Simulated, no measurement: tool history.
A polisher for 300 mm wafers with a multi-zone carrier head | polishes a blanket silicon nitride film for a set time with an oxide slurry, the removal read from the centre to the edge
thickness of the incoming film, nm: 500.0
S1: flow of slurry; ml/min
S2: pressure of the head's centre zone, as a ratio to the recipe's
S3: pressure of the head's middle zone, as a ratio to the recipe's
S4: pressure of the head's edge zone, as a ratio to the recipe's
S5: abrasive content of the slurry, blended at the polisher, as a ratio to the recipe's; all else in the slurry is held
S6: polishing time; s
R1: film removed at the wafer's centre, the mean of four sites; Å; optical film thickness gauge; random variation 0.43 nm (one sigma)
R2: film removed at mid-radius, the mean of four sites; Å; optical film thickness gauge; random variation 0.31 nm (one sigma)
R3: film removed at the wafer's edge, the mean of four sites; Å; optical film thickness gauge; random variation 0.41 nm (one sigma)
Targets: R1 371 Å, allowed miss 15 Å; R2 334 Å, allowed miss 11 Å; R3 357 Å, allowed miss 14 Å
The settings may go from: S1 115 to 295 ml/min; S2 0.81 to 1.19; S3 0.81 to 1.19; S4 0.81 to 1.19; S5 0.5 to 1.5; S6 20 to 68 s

Run 1, hour 0: S1 190 ml/min, S2 1, S3 1, S4 1, S5 1, S6 44 s. Result: R1 409.43 Å, R2 403.5 Å, R3 400.69 Å.
Run 2, hour 1.5: S1 190 ml/min, S2 1, S3 0.92, S4 1, S5 1, S6 44 s. Result: R1 412.51 Å, R2 372.85 Å, R3 418.38 Å.
Run 3, hour 7.1: S1 185 ml/min, S2 1, S3 0.92, S4 0.99, S5 1, S6 44 s. Result: R1 414.8 Å, R2 379.36 Å, R3 408.22 Å.
Run 4, hour 10.5: S1 185 ml/min, S2 0.95, S3 0.92, S4 0.99, S5 1, S6 44 s. Result: R1 395.33 Å, R2 376.28 Å, R3 406.8 Å.
Run 5, hour 18.8: S1 185 ml/min, S2 0.95, S3 0.92, S4 0.99, S5 0.8, S6 44 s. Result: R1 323.39 Å, R2 313.35 Å, R3 334.47 Å.
Run 6, hour 25.7: S1 185 ml/min, S2 0.95, S3 1, S4 0.99, S5 0.8, S6 44 s. Result: R1 331.56 Å, R2 335.79 Å, R3 337.95 Å.
Run 7, hour 31.7: S1 215 ml/min, S2 1.05, S3 0.95, S4 1.06, S5 0.85, S6 44 s. Result: R1 387.95 Å, R2 346.94 Å, R3 381.7 Å.
Run 8, hour 36.7: S1 215 ml/min, S2 1.05, S3 0.95, S4 1.05, S5 0.85, S6 44 s. Result: R1 389.37 Å, R2 346.81 Å, R3 370.86 Å.

Which of these 5 next moves meets every target?
Run A, hour 41.7: S1 255 ml/min, S2 1.02, S3 1.03, S4 0.99, S5 0.85, S6 42 s. Result: R1 ?, R2 ?, R3 ?.
Run B, hour 41.7: S1 280 ml/min, S2 1.02, S3 0.93, S4 1.02, S5 1.1, S6 35 s. Result: R1 ?, R2 ?, R3 ?.
Run C, hour 41.7: S1 260 ml/min, S2 1.04, S3 1.02, S4 0.98, S5 0.8, S6 45 s. Result: R1 ?, R2 ?, R3 ?.
Run D, hour 41.7: S1 190 ml/min, S2 1.04, S3 0.98, S4 1.04, S5 0.85, S6 48 s. Result: R1 ?, R2 ?, R3 ?.
Run E, hour 41.7: S1 195 ml/min, S2 1.02, S3 0.93, S4 1.08, S5 0.8, S6 48 s. Result: R1 ?, R2 ?, R3 ?.

move      R1      R2      R3
   A  370.05  362.52  351.86
   B   375.2  337.14  361.36
   C     384  365.77   356.1
   D   411.5  380.96  399.46
   E  384.01  346.92   387.1
A: brings the result that was furthest off to its target, and leaves another outside
B: meets every target
C: brings the result that was furthest off to its target, and leaves another outside
D: further off than the last run
E: brings the result that was furthest off to its target, and leaves another outside
Answer: B
